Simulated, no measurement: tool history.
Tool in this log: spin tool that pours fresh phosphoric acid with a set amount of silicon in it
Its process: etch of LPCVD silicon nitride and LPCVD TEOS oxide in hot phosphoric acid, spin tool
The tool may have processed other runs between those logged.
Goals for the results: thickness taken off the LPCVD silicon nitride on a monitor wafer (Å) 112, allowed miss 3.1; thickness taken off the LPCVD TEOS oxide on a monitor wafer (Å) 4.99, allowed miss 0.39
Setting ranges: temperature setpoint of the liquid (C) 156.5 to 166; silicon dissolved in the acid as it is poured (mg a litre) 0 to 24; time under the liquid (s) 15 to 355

run  hour  temperature setpoint of the liquid (C)  silicon dissolved in the acid as it is poured (mg a litre)  time under the liquid (s)  thickness taken off the LPCVD silicon nitride on a monitor wafer (Å)  thickness taken off the LPCVD TEOS oxide on a monitor wafer (Å)
  1     0                                     161                                                        10.5                        180                                                                173.57                                                           11.417
  2   5.7                                     161                                                           6                        180                                                                168.85                                                           12.347
  3  11.4                                     161                                                           6                        220                                                                211.76                                                           15.307
  4  15.2                                     160                                                           9                        200                                                                185.98                                                             12.2
  5  22.9                                   161.5                                                           9                        200                                                                193.93                                                           13.539
  6  31.7                                   160.5                                                        11.5                        185                                                                176.15                                                           10.913
  7    33                                     160                                                          13                        170                                                                157.32                                                           9.6914
  8  41.2                                   159.5                                                          15                        160                                                                145.66                                                           8.0325
  9  48.8                                     159                                                          16                        155                                                                137.63                                                           7.0975
 10  54.2                                   158.5                                                          16                        150                                                                130.74                                                           6.5206
 11  59.5                                     158                                                          16                        145                                                                124.56                                                           6.3049
 12  67.6                                   156.5                                                        21.5                        130                                                                105.78                                                             4.29

Exercise: of the 4 proposed moves below, exactly one satisfies all targets within the stated allowed misses. Which move is it?
  A  75.7                                   156.5                                                        17.5                        120                                                                     ?                                                                ?
  B  75.7                                     157                                                        18.5                        135                                                                     ?                                                                ?
  C  75.7                                   156.5                                                        20.5                        145                                                                     ?                                                                ?
  D  75.7                                   157.5                                                        21.5                        140                                                                     ?                                                                ?

move  thickness taken off the LPCVD silicon nitride on a monitor wafer (Å)  thickness taken off the LPCVD TEOS oxide on a monitor wafer (Å)
   A                                                                97.138                                                           4.6193
   B                                                                111.16                                                            5.252
   C                                                                117.37                                                           5.1351
   D                                                                117.25                                                             5.19
A: lands further from the targets than the last run did
B: in spec on every target
C: carries the result that was furthest off beyond its target, to the other side
D: carries the result that was furthest off beyond its target, to the other side
B is the move that brings every result within its allowed miss.
